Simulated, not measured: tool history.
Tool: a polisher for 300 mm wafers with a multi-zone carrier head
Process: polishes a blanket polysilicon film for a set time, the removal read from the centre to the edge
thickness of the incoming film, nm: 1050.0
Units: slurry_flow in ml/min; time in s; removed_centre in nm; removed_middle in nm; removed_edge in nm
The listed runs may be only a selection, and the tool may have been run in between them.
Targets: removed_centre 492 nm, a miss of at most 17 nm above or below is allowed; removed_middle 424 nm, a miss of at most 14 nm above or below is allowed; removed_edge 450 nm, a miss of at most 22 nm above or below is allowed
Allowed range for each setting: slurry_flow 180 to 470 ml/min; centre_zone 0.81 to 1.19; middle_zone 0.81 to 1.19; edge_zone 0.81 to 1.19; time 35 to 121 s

run,day,slurry_flow,centre_zone,middle_zone,edge_zone,time,removed_centre,removed_middle,removed_edge
1,0,300,1,1,1,78,327.76,323.26,322.81
2,0.062,365,1,1,1,78,334.31,334.95,329
3,0.158,365,1.02,1,1.01,80,348.67,333.7,357.86
4,0.188,365,1.02,1,1.01,70,306.16,303.83,303.76
5,0.492,365,1.02,0.96,1.01,70,306.15,295.99,301.19
6,0.838,365,1.02,0.96,1.01,59,257.47,241.94,254.43
7,1.108,365,1.04,0.97,1.01,63,277.62,258.33,276.04
8,1.479,365,1.05,0.98,1,67,300.4,282.26,287.82
9,1.533,365,1.06,0.99,1.01,70,322.85,302.38,297.57
10,1.838,365,1.06,0.99,1.01,70,315.41,297.11,293.87
11,1.992,375,1.16,0.99,1.11,92,455.15,387.64,407.8

Which single option among these 5 for the next run brings every result within its allowed miss of target? Just one does.
A,2.146,400,1.06,1.04,1.15,94,?,?,?
B,2.146,345,1,0.95,1.18,101,?,?,?
C,2.146,350,1.01,0.9,1.18,94,?,?,?
D,2.146,445,1.12,0.96,1.05,101,?,?,?
E,2.146,405,1.02,0.89,1.19,97,?,?,?

move,removed_centre,removed_middle,removed_edge
A,432.89,418.12,435.92
B,432.72,411.53,470.11
C,407.19,366.55,438.23
D,495.38,422.93,453.47
E,429.7,379.01,457.97
A: meets the target for the result that was furthest off, but another lies outside its allowed miss
B: meets the target for the result that was furthest off, but another lies outside its allowed miss
C: further off than the last run
D: hits every target within its allowed miss
E: further off than the last run
The move that meets every target is D.
